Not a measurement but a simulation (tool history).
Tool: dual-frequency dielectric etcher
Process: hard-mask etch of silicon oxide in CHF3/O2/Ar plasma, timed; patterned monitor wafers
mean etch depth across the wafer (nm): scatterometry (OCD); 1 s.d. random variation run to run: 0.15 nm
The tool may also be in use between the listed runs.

run,hour,source power (kW),bias power (kW),etch time (s),mean etch depth across the wafer (nm)
1,0.0,0.570,0.135,25,44.792
2,2.6,0.570,0.146,25,46.324
3,8.0,0.590,0.147,25,46.793
4,10.5,0.610,0.149,25,47.798
5,19.4,0.610,0.164,25,49.305
6,20.1,0.660,0.164,25,50.960
7,24.2,0.670,0.165,25,51.455
8,30.7,0.680,0.165,25,51.519

What will run 9 give?
9,34.8,0.690,0.166,25,?

Run 9 came out at mean etch depth across the wafer (nm) 52.018.
